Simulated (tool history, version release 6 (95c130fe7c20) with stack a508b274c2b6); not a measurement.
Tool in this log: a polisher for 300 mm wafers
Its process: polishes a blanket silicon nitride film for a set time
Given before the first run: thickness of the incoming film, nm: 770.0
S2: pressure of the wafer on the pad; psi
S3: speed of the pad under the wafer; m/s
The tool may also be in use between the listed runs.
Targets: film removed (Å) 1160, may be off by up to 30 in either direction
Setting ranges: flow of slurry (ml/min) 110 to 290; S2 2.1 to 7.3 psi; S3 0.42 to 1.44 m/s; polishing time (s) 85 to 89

run 1 day=0 | flow_of_slurry_(ml/min)=185 S2=4.7 S3=0.92 polishing_time_(s)=85 | film_removed_(Å)=1696.6
run 2 day=0.083 | flow_of_slurry_(ml/min)=180 S2=4.3 S3=0.92 polishing_time_(s)=85 | film_removed_(Å)=1558.3
run 3 day=0.133 | flow_of_slurry_(ml/min)=175 S2=4 S3=0.92 polishing_time_(s)=85 | film_removed_(Å)=1470.4
run 4 day=0.375 | flow_of_slurry_(ml/min)=210 S2=4 S3=0.92 polishing_time_(s)=85 | film_removed_(Å)=1508.4
run 5 day=0.721 | flow_of_slurry_(ml/min)=210 S2=5 S3=0.92 polishing_time_(s)=85 | film_removed_(Å)=1814.2
run 6 day=0.925 | flow_of_slurry_(ml/min)=205 S2=4.4 S3=0.92 polishing_time_(s)=85 | film_removed_(Å)=1629
run 7 day=1.175 | flow_of_slurry_(ml/min)=195 S2=4 S3=0.92 polishing_time_(s)=85 | film_removed_(Å)=1514.3
run 8 day=1.35 | flow_of_slurry_(ml/min)=185 S2=3.7 S3=0.92 polishing_time_(s)=85 | film_removed_(Å)=1413.3
run 9 day=1.617 | flow_of_slurry_(ml/min)=180 S2=3.5 S3=0.92 polishing_time_(s)=85 | film_removed_(Å)=1349
run 10 day=1.875 | flow_of_slurry_(ml/min)=175 S2=3.3 S3=0.92 polishing_time_(s)=85 | film_removed_(Å)=1290.1
run 11 day=2.038 | flow_of_slurry_(ml/min)=170 S2=3.2 S3=0.92 polishing_time_(s)=85 | film_removed_(Å)=1253.2
run 12 day=2.162 | flow_of_slurry_(ml/min)=170 S2=3.2 S3=0.92 polishing_time_(s)=85 | film_removed_(Å)=1256.8
run 13 day=2.271 | flow_of_slurry_(ml/min)=165 S2=3.1 S3=0.92 polishing_time_(s)=85 | film_removed_(Å)=1224.4

Exercise: of the 4 proposed moves below, exactly one satisfies all targets within the stated allowed misses. Which move is it?
run A day=2.379 | flow_of_slurry_(ml/min)=175 S2=2.6 S3=0.94 polishing_time_(s)=85 | film_removed_(Å)=?
run B day=2.379 | flow_of_slurry_(ml/min)=140 S2=2.7 S3=1.08 polishing_time_(s)=89 | film_removed_(Å)=?
run C day=2.379 | flow_of_slurry_(ml/min)=165 S2=3 S3=0.92 polishing_time_(s)=89 | film_removed_(Å)=?
run D day=2.379 | flow_of_slurry_(ml/min)=155 S2=3.2 S3=0.86 polishing_time_(s)=85 | film_removed_(Å)=?

move=A film_removed_(Å)=1100.1
move=B film_removed_(Å)=1272.1
move=C film_removed_(Å)=1235.5
move=D film_removed_(Å)=1157.6
A: moves the result that the last run missed by most past its target, out the other side
B: further off than the last run
C: further off than the last run
D: all results in spec
Answer: D
